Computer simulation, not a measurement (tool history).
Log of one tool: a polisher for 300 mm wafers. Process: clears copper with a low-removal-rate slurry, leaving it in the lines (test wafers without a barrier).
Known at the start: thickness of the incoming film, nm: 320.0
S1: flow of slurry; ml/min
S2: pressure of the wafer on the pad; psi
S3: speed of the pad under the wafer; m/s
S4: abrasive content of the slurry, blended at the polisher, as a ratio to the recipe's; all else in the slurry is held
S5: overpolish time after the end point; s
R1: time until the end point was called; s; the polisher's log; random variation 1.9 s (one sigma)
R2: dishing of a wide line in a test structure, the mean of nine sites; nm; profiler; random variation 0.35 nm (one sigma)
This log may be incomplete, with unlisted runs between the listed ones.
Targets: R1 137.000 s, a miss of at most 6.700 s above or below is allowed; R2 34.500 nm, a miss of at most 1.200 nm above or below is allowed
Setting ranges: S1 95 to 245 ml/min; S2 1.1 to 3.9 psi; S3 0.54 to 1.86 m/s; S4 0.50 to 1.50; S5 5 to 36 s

{"run": 1, "hour": 0.0, "S1": 155, "S2": 2.5, "S3": 1.18, "S4": 1.0, "S5": 18, "R1": 97.702, "R2": 43.895}
{"run": 2, "hour": 1.3, "S1": 155, "S2": 3.0, "S3": 1.18, "S4": 1.0, "S5": 18, "R1": 84.776, "R2": 50.226}
{"run": 3, "hour": 7.7, "S1": 175, "S2": 3.0, "S3": 1.18, "S4": 1.0, "S5": 18, "R1": 82.816, "R2": 51.325}
{"run": 4, "hour": 15.9, "S1": 175, "S2": 3.0, "S3": 1.42, "S4": 1.0, "S5": 18, "R1": 70.491, "R2": 59.713}
{"run": 5, "hour": 19.2, "S1": 175, "S2": 2.8, "S3": 1.42, "S4": 1.0, "S5": 18, "R1": 74.986, "R2": 56.399}
{"run": 6, "hour": 22.1, "S1": 175, "S2": 2.8, "S3": 1.42, "S4": 1.15, "S5": 18, "R1": 72.52, "R2": 57.647}
{"run": 7, "hour": 24.1, "S1": 175, "S2": 2.8, "S3": 1.42, "S4": 1.15, "S5": 18, "R1": 72.086, "R2": 58.683}
{"run": 8, "hour": 28.5, "S1": 175, "S2": 2.6, "S3": 1.4, "S4": 1.15, "S5": 18, "R1": 77.098, "R2": 53.649}
{"run": 9, "hour": 34.1, "S1": 170, "S2": 2.4, "S3": 1.38, "S4": 1.15, "S5": 18, "R1": 83.191, "R2": 50.395}
{"run": 10, "hour": 36.0, "S1": 170, "S2": 2.2, "S3": 1.36, "S4": 1.15, "S5": 18, "R1": 92.725, "R2": 45.986}
{"run": 11, "hour": 37.3, "S1": 170, "S2": 2.1, "S3": 1.36, "S4": 1.15, "S5": 18, "R1": 96.736, "R2": 44.659}
{"run": 12, "hour": 40.8, "S1": 170, "S2": 2.0, "S3": 1.36, "S4": 1.15, "S5": 18, "R1": 100.07, "R2": 43.241}
{"run": 13, "hour": 43.7, "S1": 170, "S2": 1.9, "S3": 1.36, "S4": 1.15, "S5": 18, "R1": 102.74, "R2": 41.514}

Below are 4 possible settings for the next run. Only one of them brings all results inside the allowed miss of their targets. Which is it?
{"run": "A", "hour": 46.6, "S1": 145, "S2": 1.3, "S3": 1.42, "S4": 1.2, "S5": 21, "R1": "?", "R2": "?"}
{"run": "B", "hour": 46.6, "S1": 130, "S2": 1.9, "S3": 1.1, "S4": 1.0, "S5": 21, "R1": "?", "R2": "?"}
{"run": "C", "hour": 46.6, "S1": 180, "S2": 1.7, "S3": 1.16, "S4": 1.2, "S5": 20, "R1": "?", "R2": "?"}
{"run": "D", "hour": 46.6, "S1": 170, "S2": 1.4, "S3": 1.32, "S4": 1.0, "S5": 20, "R1": "?", "R2": "?"}

move=A R1=133.170 R2=36.634
move=B R1=133.260 R2=37.404
move=C R1=125.580 R2=37.517
move=D R1=136.020 R2=34.668
A: closes in on the targets versus the last run, not all within tolerance yet
B: closes in on the targets versus the last run, not all within tolerance yet
C: closes in on the targets versus the last run, not all within tolerance yet
D: every result lands within tolerance
So the answer is move D, the one that meets all the targets.

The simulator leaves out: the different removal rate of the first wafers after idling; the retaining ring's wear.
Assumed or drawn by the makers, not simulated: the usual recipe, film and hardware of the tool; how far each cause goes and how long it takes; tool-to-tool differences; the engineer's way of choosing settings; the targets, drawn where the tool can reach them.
